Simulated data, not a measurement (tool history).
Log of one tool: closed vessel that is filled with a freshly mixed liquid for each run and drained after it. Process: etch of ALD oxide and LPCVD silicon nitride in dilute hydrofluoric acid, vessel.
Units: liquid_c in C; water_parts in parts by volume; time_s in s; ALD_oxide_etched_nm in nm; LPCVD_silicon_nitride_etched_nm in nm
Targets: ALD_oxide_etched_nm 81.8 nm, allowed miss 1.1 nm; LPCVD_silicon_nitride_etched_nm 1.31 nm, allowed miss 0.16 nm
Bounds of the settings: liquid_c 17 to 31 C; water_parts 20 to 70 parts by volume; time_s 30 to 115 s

| run | hour | liquid_c | water_parts | time_s | ALD_oxide_etched_nm | LPCVD_silicon_nitride_etched_nm |
|---|---|---|---|---|---|---|
| 1 | 0 | 23 | 40 | 60 | 44.009 | 0.72524 |
| 2 | 6.1 | 23 | 40 | 75 | 55.102 | 0.8804 |
| 3 | 13.2 | 24 | 40 | 75 | 57.203 | 0.93919 |
| 4 | 17.7 | 24.5 | 40 | 75 | 58.123 | 0.96558 |
| 5 | 19.6 | 22.5 | 40 | 75 | 53.595 | 0.84192 |
| 6 | 21.5 | 22.5 | 55 | 75 | 38.408 | 0.62055 |
| 7 | 24.8 | 23.5 | 50 | 75 | 43.87 | 0.72775 |
| 8 | 28.3 | 23.5 | 50 | 75 | 44.086 | 0.68157 |
| 9 | 30.4 | 24.5 | 50 | 75 | 46.214 | 0.78033 |
| 10 | 37.7 | 25 | 50 | 75 | 47.329 | 0.82266 |
| 11 | 40 | 25.5 | 50 | 75 | 47.888 | 0.8232 |
| 12 | 41.1 | 29.5 | 35 | 75 | 82.469 | 1.4784 |
| 13 | 43.5 | 29 | 35 | 75 | 80.933 | 1.4658 |
| 14 | 46.6 | 28.5 | 35 | 75 | 79.143 | 1.4199 |
| 15 | 49.4 | 28.5 | 35 | 75 | 79.241 | 1.5247 |
| 16 | 51 | 28 | 35 | 75 | 77.782 | 1.3608 |
| 17 | 53.7 | 28.5 | 35 | 75 | 79.3 | 1.3689 |
| 18 | 56.8 | 29 | 35 | 75 | 80.998 | 1.5426 |
| 19 | 65.8 | 28.5 | 35 | 75 | 79.294 | 1.4634 |
| 20 | 68.6 | 28.5 | 35 | 75 | 79.309 | 1.4301 |
| 21 | 69.9 | 28.5 | 35 | 75 | 79.382 | 1.4369 |
| 22 | 78.8 | 28 | 35 | 75 | 77.492 | 1.4768 |
| 23 | 80.2 | 28.5 | 35 | 75 | 79.645 | 1.4421 |
| 24 | 84.5 | 29 | 35 | 75 | 80.897 | 1.4933 |
| 25 | 93 | 28.5 | 35 | 75 | 79.037 | 1.3724 |

4 next moves are on the table. One of them brings every result within its allowed miss. Which?
| A | 101.5 | 31 | 35 | 65 | ? | ? |
| B | 101.5 | 24 | 35 | 90 | ? | ? |
| C | 101.5 | 26.5 | 40 | 90 | ? | ? |
| D | 101.5 | 23.5 | 35 | 95 | ? | ? |

| move | ALD_oxide_etched_nm | LPCVD_silicon_nitride_etched_nm |
|---|---|---|
| A | 76.256 | 1.4735 |
| B | 79.475 | 1.2831 |
| C | 76.549 | 1.3328 |
| D | 82.157 | 1.309 |
A: further off than the last run
B: nearer than the last run, and not there yet
C: further off than the last run
D: meets every target
Answer: D
